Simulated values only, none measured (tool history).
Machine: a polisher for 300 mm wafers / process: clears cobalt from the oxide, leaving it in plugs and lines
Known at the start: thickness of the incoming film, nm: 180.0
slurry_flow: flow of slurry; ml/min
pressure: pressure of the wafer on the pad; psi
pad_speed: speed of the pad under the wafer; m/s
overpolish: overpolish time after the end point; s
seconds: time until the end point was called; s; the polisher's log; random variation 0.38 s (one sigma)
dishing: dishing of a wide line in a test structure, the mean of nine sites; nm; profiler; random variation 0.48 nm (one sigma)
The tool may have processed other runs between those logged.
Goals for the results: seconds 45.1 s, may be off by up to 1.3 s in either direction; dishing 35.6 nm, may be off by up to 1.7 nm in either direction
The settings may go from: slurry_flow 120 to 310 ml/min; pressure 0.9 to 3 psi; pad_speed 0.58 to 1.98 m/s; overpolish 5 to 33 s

Run 1, day 0: slurry_flow 200 ml/min, pressure 1.9 psi, pad_speed 1.28 m/s, overpolish 17 s. Result: seconds 35.329 s, dishing 47.213 nm.
Run 2, day 0.212: slurry_flow 160 ml/min, pressure 1.9 psi, pad_speed 1.28 m/s, overpolish 17 s. Result: seconds 36.737 s, dishing 45.853 nm.
Run 3, day 0.45: slurry_flow 160 ml/min, pressure 1.8 psi, pad_speed 1.28 m/s, overpolish 16 s. Result: seconds 38.511 s, dishing 43.673 nm.
Run 4, day 0.488: slurry_flow 160 ml/min, pressure 1.8 psi, pad_speed 1.42 m/s, overpolish 16 s. Result: seconds 35.445 s, dishing 46.529 nm.
Run 5, day 0.621: slurry_flow 160 ml/min, pressure 1.8 psi, pad_speed 1.24 m/s, overpolish 16 s. Result: seconds 40.338 s, dishing 43.818 nm.
Run 6, day 0.7: slurry_flow 160 ml/min, pressure 1.4 psi, pad_speed 1.24 m/s, overpolish 16 s. Result: seconds 50.882 s, dishing 38.658 nm.
At day 0.833: head pressure recalibrated.
Run 7, day 0.833: slurry_flow 160 ml/min, pressure 1.4 psi, pad_speed 1.24 m/s, overpolish 16 s. Result: seconds 53.06 s, dishing 36.791 nm.
Run 8, day 1.017: slurry_flow 170 ml/min, pressure 1.4 psi, pad_speed 1.24 m/s, overpolish 15 s. Result: seconds 52.623 s, dishing 35.762 nm.
Run 9, day 1.258: slurry_flow 175 ml/min, pressure 1.4 psi, pad_speed 1.24 m/s, overpolish 15 s. Result: seconds 51.998 s, dishing 35.341 nm.
Run 10, day 1.392: slurry_flow 180 ml/min, pressure 1.4 psi, pad_speed 1.24 m/s, overpolish 15 s. Result: seconds 51.03 s, dishing 35.36 nm.
Run 11, day 1.679: slurry_flow 190 ml/min, pressure 1.4 psi, pad_speed 1.24 m/s, overpolish 15 s. Result: seconds 51.259 s, dishing 35.607 nm.
Run 12, day 1.938: slurry_flow 195 ml/min, pressure 1.4 psi, pad_speed 1.24 m/s, overpolish 15 s. Result: seconds 51.207 s, dishing 36.636 nm.
Run 13, day 2.129: slurry_flow 200 ml/min, pressure 1.4 psi, pad_speed 1.24 m/s, overpolish 14 s. Result: seconds 50.599 s, dishing 35.197 nm.

Next run, 4 choices. One meets every target within its allowed miss, the rest don't. Which?
Run A, day 2.321: slurry_flow 200 ml/min, pressure 1.2 psi, pad_speed 1.24 m/s, overpolish 17 s. Result: seconds ?, dishing ?.
Run B, day 2.321: slurry_flow 195 ml/min, pressure 1.3 psi, pad_speed 1.14 m/s, overpolish 17 s. Result: seconds ?, dishing ?.
Run C, day 2.321: slurry_flow 205 ml/min, pressure 1.7 psi, pad_speed 1.16 m/s, overpolish 13 s. Result: seconds ?, dishing ?.
Run D, day 2.321: slurry_flow 225 ml/min, pressure 1.3 psi, pad_speed 1.38 m/s, overpolish 12 s. Result: seconds ?, dishing ?.

move  seconds  dishing
   A   58.831   35.675
   B    59.74   35.333
   C   45.937    35.15
   D   48.673   32.114
A: moves away from the targets compared with the last run
B: moves away from the targets compared with the last run
C: meets every target
D: nearer the targets than the last run, but a result is still out of spec
Answer: C
